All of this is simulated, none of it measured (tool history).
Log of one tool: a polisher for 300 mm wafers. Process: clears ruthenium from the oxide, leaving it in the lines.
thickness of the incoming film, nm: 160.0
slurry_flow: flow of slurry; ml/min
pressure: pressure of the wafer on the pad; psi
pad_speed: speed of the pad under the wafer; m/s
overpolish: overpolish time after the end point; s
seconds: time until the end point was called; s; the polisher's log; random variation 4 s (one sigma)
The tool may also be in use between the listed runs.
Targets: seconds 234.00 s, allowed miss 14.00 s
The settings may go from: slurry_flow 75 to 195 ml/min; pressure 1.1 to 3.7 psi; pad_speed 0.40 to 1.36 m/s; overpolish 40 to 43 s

run	day	slurry_flow	pressure	pad_speed	overpolish	seconds
1	0.000	125	2.4	0.88	40	133.02
2	0.329	125	2.2	0.88	40	134.43
3	0.662	125	2.2	0.88	43	135.20
4	0.875	125	2.0	0.84	43	148.14
5	1.217	125	1.9	0.80	43	164.73
6	1.475	125	1.5	0.80	43	186.89
7	1.775	125	1.4	0.78	43	200.64
8	2.008	125	1.2	0.76	43	220.18

Which of these 4 next moves meets every target?
A	2.242	105	1.3	0.82	42	?
B	2.242	110	1.4	0.66	40	?
C	2.242	170	1.1	0.84	43	?
D	2.242	125	1.4	0.74	43	?

move	seconds
A	203.85
B	232.47
C	195.86
D	204.76
A: further off than the last run
B: meets every target
C: further off than the last run
D: further off than the last run
Move B is the one to make.

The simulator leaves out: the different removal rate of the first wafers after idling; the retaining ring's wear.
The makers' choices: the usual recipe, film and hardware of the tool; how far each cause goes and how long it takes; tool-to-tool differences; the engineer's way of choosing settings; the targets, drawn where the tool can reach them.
